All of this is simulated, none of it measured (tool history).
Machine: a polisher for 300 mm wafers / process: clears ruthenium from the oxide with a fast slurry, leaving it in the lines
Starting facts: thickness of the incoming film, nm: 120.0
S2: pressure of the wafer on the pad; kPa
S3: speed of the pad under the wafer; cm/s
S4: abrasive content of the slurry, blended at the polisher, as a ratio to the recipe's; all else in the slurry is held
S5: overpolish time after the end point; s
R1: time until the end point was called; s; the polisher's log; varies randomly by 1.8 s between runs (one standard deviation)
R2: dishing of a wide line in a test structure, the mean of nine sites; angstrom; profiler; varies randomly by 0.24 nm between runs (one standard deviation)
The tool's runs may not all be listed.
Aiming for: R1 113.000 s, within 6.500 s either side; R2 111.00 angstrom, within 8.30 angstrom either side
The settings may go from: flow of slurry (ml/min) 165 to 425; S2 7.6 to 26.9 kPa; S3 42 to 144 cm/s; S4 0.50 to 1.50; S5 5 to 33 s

{"run": 1, "hour": 0.0, "flow of slurry (ml/min)": 275, "S2": 17.2, "S3": 92, "S4": 1.0, "S5": 17, "R1": 39.593, "R2": 433.94}
{"run": 2, "hour": 2.1, "flow of slurry (ml/min)": 275, "S2": 17.2, "S3": 70, "S4": 1.0, "S5": 17, "R1": 51.786, "R2": 357.57}
{"run": 3, "hour": 3.2, "flow of slurry (ml/min)": 275, "S2": 17.2, "S3": 70, "S4": 1.0, "S5": 20, "R1": 49.926, "R2": 415.77}
{"run": 4, "hour": 5.8, "flow of slurry (ml/min)": 270, "S2": 15.9, "S3": 64, "S4": 0.95, "S5": 17, "R1": 61.739, "R2": 299.88}
{"run": 5, "hour": 12.0, "flow of slurry (ml/min)": 270, "S2": 18.6, "S3": 64, "S4": 0.95, "S5": 17, "R1": 52.415, "R2": 339.92}
{"run": 6, "hour": 12.5, "flow of slurry (ml/min)": 300, "S2": 18.6, "S3": 64, "S4": 0.95, "S5": 17, "R1": 52.185, "R2": 349.7}
{"run": 7, "hour": 14.8, "flow of slurry (ml/min)": 295, "S2": 17.2, "S3": 60, "S4": 0.9, "S5": 15, "R1": 61.516, "R2": 281.96}
{"run": 8, "hour": 23.1, "flow of slurry (ml/min)": 290, "S2": 15.9, "S3": 56, "S4": 0.9, "S5": 13, "R1": 71.039, "R2": 215.97}
{"run": 9, "hour": 29.2, "flow of slurry (ml/min)": 290, "S2": 11.0, "S3": 54, "S4": 0.9, "S5": 8, "R1": 96.31, "R2": 107.32}
{"run": 10, "hour": 33.4, "flow of slurry (ml/min)": 290, "S2": 11.0, "S3": 54, "S4": 0.9, "S5": 8, "R1": 96.403, "R2": 102.69}
{"run": 11, "hour": 36.4, "flow of slurry (ml/min)": 290, "S2": 11.0, "S3": 52, "S4": 0.9, "S5": 9, "R1": 99.952, "R2": 109.97}
{"run": 12, "hour": 37.5, "flow of slurry (ml/min)": 290, "S2": 9.0, "S3": 50, "S4": 0.9, "S5": 11, "R1": 121.6, "R2": 115.18}

Exercise: of the 5 proposed moves below, exactly one satisfies all targets within the stated allowed misses. Which move is it?
{"run": "A", "hour": 38.6, "flow of slurry (ml/min)": 300, "S2": 9.0, "S3": 46, "S4": 0.95, "S5": 12, "R1": "?", "R2": "?"}
{"run": "B", "hour": 38.6, "flow of slurry (ml/min)": 355, "S2": 10.3, "S3": 42, "S4": 0.9, "S5": 11, "R1": "?", "R2": "?"}
{"run": "C", "hour": 38.6, "flow of slurry (ml/min)": 225, "S2": 8.3, "S3": 48, "S4": 0.85, "S5": 13, "R1": "?", "R2": "?"}
{"run": "D", "hour": 38.6, "flow of slurry (ml/min)": 325, "S2": 10.3, "S3": 42, "S4": 0.9, "S5": 12, "R1": "?", "R2": "?"}
{"run": "E", "hour": 38.6, "flow of slurry (ml/min)": 315, "S2": 9.7, "S3": 54, "S4": 0.8, "S5": 10, "R1": "?", "R2": "?"}

move=A R1=127.380 R2=119.75
move=B R1=127.710 R2=110.08
move=C R1=141.040 R2=117.32
move=D R1=128.520 R2=118.75
move=E R1=114.390 R2=111.62
A: the biggest miss grows against the last run
B: the biggest miss grows against the last run
C: the biggest miss grows against the last run
D: the biggest miss grows against the last run
E: all results in spec
The move that meets every target is E.
